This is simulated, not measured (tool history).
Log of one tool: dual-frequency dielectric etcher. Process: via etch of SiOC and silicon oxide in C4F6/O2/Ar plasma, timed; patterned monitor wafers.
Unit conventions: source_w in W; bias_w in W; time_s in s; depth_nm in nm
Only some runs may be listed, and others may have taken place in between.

Run 1, hour 0.0: source_w 430 W, bias_w 163 W, time_s 111.5 s. Result: depth_nm 116.37 nm.
Run 2, hour 5.1: source_w 430 W, bias_w 163 W, time_s 116.5 s. Result: depth_nm 121.44 nm.
Run 3, hour 6.1: source_w 430 W, bias_w 189 W, time_s 116.5 s. Result: depth_nm 127.91 nm.
Run 4, hour 7.8: source_w 430 W, bias_w 201 W, time_s 116.5 s. Result: depth_nm 130.52 nm.
Run 5, hour 14.6: source_w 400 W, bias_w 193 W, time_s 116.0 s. Result: depth_nm 123.93 nm.
Run 6, hour 15.2: source_w 370 W, bias_w 190 W, time_s 116.0 s. Result: depth_nm 120.21 nm.
Run 7, hour 22.9: source_w 350 W, bias_w 186 W, time_s 115.5 s. Result: depth_nm 116.98 nm.

For run 8, what comes out?
Run 8, hour 24.7: source_w 330 W, bias_w 183 W, time_s 115.5 s. Result: depth_nm ?.

depth_nm: 112.80 nm

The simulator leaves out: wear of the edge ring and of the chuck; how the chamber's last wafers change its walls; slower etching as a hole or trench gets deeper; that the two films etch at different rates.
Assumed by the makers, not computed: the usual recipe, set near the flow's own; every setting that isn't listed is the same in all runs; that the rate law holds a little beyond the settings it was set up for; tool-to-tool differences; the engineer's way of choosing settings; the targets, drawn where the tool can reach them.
